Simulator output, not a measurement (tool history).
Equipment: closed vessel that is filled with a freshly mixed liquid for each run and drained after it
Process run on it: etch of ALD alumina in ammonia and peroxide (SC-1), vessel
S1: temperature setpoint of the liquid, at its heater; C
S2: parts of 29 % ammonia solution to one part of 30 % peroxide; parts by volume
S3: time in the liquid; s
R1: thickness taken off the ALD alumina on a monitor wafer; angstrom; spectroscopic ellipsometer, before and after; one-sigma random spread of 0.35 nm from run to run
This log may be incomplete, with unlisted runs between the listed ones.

{"run": 1, "day": 0.0, "S1": 52.0, "S2": 0.9, "S3": 835, "R1": 653.37}
{"run": 2, "day": 0.183, "S1": 52.0, "S2": 0.9, "S3": 895, "R1": 707.05}
{"run": 3, "day": 0.496, "S1": 49.0, "S2": 0.9, "S3": 895, "R1": 589.78}
{"run": 4, "day": 0.862, "S1": 47.0, "S2": 0.9, "S3": 895, "R1": 532.58}
{"run": 5, "day": 1.133, "S1": 47.0, "S2": 0.9, "S3": 835, "R1": 492.62}
{"run": 6, "day": 1.471, "S1": 47.0, "S2": 0.6, "S3": 835, "R1": 477.93}
{"run": 7, "day": 1.783, "S1": 46.0, "S2": 0.6, "S3": 835, "R1": 442.41}

Run 8, settings as shown, results not yet in. Your forecast:
{"run": 8, "day": 1.821, "S1": 45.5, "S2": 0.6, "S3": 835, "R1": "?"}

For run 8 the tool returned R1 436.37 angstrom.
